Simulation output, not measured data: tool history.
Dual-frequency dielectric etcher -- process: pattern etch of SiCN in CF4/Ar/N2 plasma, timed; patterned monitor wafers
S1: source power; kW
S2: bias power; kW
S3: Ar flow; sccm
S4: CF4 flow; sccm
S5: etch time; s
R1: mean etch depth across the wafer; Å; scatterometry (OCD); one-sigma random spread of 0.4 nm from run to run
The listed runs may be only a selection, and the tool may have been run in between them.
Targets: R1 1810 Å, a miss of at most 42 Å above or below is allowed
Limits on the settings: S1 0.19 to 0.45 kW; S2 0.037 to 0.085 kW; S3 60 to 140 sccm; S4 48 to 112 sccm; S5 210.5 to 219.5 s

Run 1, hour 0: S1 0.32 kW, S2 0.061 kW, S3 100 sccm, S4 80 sccm, S5 210.5 s. Result: R1 1355.2 Å.
Run 2, hour 7.1: S1 0.35 kW, S2 0.062 kW, S3 100 sccm, S4 80 sccm, S5 210.5 s. Result: R1 1458.8 Å.
Run 3, hour 7.8: S1 0.38 kW, S2 0.063 kW, S3 100 sccm, S4 80 sccm, S5 210.5 s. Result: R1 1581.4 Å.
Run 4, hour 8.9: S1 0.4 kW, S2 0.063 kW, S3 100 sccm, S4 80 sccm, S5 210.5 s. Result: R1 1647.5 Å.
Run 5, hour 14.3: S1 0.41 kW, S2 0.063 kW, S3 100 sccm, S4 80 sccm, S5 210.5 s. Result: R1 1679.3 Å.
Run 6, hour 16.5: S1 0.41 kW, S2 0.057 kW, S3 100 sccm, S4 80 sccm, S5 210.5 s. Result: R1 1598.1 Å.
Run 7, hour 25.1: S1 0.42 kW, S2 0.058 kW, S3 99 sccm, S4 80 sccm, S5 210.5 s. Result: R1 1650.2 Å.
Run 8, hour 33.4: S1 0.43 kW, S2 0.059 kW, S3 99 sccm, S4 80 sccm, S5 210.5 s. Result: R1 1694.4 Å.
Run 9, hour 42.3: S1 0.44 kW, S2 0.06 kW, S3 99 sccm, S4 80 sccm, S5 210.5 s. Result: R1 1743.5 Å.
Run 10, hour 43.9: S1 0.44 kW, S2 0.061 kW, S3 99 sccm, S4 80 sccm, S5 210.5 s. Result: R1 1754.2 Å.

5 next moves are on the table. One of them brings every result within its allowed miss. Which?
Run A, hour 45.5: S1 0.45 kW, S2 0.058 kW, S3 102 sccm, S4 73 sccm, S5 210.5 s. Result: R1 ?.
Run B, hour 45.5: S1 0.39 kW, S2 0.062 kW, S3 103 sccm, S4 79 sccm, S5 219.5 s. Result: R1 ?.
Run C, hour 45.5: S1 0.45 kW, S2 0.052 kW, S3 88 sccm, S4 68 sccm, S5 215 s. Result: R1 ?.
Run D, hour 45.5: S1 0.42 kW, S2 0.06 kW, S3 106 sccm, S4 79 sccm, S5 216.5 s. Result: R1 ?.
Run E, hour 45.5: S1 0.44 kW, S2 0.059 kW, S3 86 sccm, S4 80 sccm, S5 214.5 s. Result: R1 ?.

move      R1
   A  1719.8
   B  1659.6
   C  1690.2
   D  1707.8
   E  1799.8
A: lands further from the targets than the last run did
B: lands further from the targets than the last run did
C: lands further from the targets than the last run did
D: lands further from the targets than the last run did
E: in spec on every target
E meets every target.
